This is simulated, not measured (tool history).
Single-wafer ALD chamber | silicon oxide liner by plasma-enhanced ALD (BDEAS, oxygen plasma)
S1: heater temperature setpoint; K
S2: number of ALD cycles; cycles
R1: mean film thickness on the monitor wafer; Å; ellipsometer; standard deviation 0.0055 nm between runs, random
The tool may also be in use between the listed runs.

Run 1, hour 0.0: S1 598.15 K, S2 26 cycles. Result: R1 20.874 Å.
Run 2, hour 8.9: S1 600.15 K, S2 26 cycles. Result: R1 20.832 Å.
Run 3, hour 13.7: S1 609.15 K, S2 26 cycles. Result: R1 20.551 Å.
Run 4, hour 15.9: S1 609.15 K, S2 28 cycles. Result: R1 22.036 Å.
Run 5, hour 21.3: S1 610.15 K, S2 27 cycles. Result: R1 21.293 Å.
Run 6, hour 27.4: S1 610.15 K, S2 29 cycles. Result: R1 22.895 Å.
Run 7, hour 29.5: S1 611.15 K, S2 28 cycles. Result: R1 22.172 Å.
Run 8, hour 31.1: S1 611.15 K, S2 27 cycles. Result: R1 21.142 Å.
Run 9, hour 39.3: S1 611.15 K, S2 27 cycles. Result: R1 21.318 Å.
Run 10, hour 41.2: S1 611.15 K, S2 26 cycles. Result: R1 20.470 Å.
Run 11, hour 45.3: S1 611.15 K, S2 26 cycles. Result: R1 20.603 Å.
Run 12, hour 46.0: S1 611.15 K, S2 25 cycles. Result: R1 19.689 Å.
Run 13, hour 48.1: S1 611.15 K, S2 25 cycles. Result: R1 19.746 Å.
Run 14, hour 51.5: S1 612.15 K, S2 25 cycles. Result: R1 19.529 Å.

Predict the results of run 15:
Run 15, hour 53.5: S1 613.15 K, S2 25 cycles. Result: R1 ?.

R1: 19.659 Å
